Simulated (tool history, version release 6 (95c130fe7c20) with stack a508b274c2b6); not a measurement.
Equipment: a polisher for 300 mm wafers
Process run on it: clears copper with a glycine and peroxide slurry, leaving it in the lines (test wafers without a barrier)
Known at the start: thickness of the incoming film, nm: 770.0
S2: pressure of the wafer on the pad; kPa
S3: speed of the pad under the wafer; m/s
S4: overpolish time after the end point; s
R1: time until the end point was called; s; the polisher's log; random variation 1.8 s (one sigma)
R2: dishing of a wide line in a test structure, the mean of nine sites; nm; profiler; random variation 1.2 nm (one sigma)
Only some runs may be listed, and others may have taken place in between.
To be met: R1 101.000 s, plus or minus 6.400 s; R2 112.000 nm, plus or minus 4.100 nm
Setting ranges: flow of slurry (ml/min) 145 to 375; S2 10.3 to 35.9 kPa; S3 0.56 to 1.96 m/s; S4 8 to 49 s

run 1 hour=0.0 | flow_of_slurry_(ml/min)=240 S2=22.8 S3=1.26 S4=25 | R1=107.470 R2=90.526
run 2 hour=7.8 | flow_of_slurry_(ml/min)=240 S2=23.4 S3=1.26 S4=26 | R1=107.020 R2=95.562
run 3 hour=12.8 | flow_of_slurry_(ml/min)=240 S2=23.4 S3=1.26 S4=22 | R1=105.930 R2=87.041
run 4 hour=18.7 | flow_of_slurry_(ml/min)=240 S2=26.9 S3=1.26 S4=22 | R1=91.288 R2=93.810
run 5 hour=21.6 | flow_of_slurry_(ml/min)=195 S2=26.9 S3=1.26 S4=22 | R1=95.054 R2=93.253
run 6 hour=26.4 | flow_of_slurry_(ml/min)=195 S2=26.9 S3=1.26 S4=24 | R1=97.025 R2=96.558
run 7 hour=30.0 | flow_of_slurry_(ml/min)=190 S2=26.9 S3=1.26 S4=26 | R1=95.771 R2=102.580
run 8 hour=31.0 | flow_of_slurry_(ml/min)=190 S2=26.9 S3=1.26 S4=27 | R1=99.189 R2=104.780
run 9 hour=36.1 | flow_of_slurry_(ml/min)=190 S2=26.9 S3=1.26 S4=28 | R1=97.382 R2=106.570

Below are 4 possible settings for the next run. Only one of them brings all results inside the allowed miss of their targets. Which is it?
run A hour=41.2 | flow_of_slurry_(ml/min)=180 S2=30.3 S3=1.06 S4=24 | R1=? R2=?
run B hour=41.2 | flow_of_slurry_(ml/min)=155 S2=25.5 S3=1.32 S4=32 | R1=? R2=?
run C hour=41.2 | flow_of_slurry_(ml/min)=255 S2=25.5 S3=1.44 S4=24 | R1=? R2=?
run D hour=41.2 | flow_of_slurry_(ml/min)=150 S2=26.2 S3=1.24 S4=26 | R1=? R2=?

move=A R1=96.538 R2=98.977
move=B R1=99.971 R2=112.380
move=C R1=87.160 R2=102.960
move=D R1=102.590 R2=98.563
A: lands further from the targets than the last run did
B: every result within its allowed miss
C: lands further from the targets than the last run did
D: lands further from the targets than the last run did
Answer: B

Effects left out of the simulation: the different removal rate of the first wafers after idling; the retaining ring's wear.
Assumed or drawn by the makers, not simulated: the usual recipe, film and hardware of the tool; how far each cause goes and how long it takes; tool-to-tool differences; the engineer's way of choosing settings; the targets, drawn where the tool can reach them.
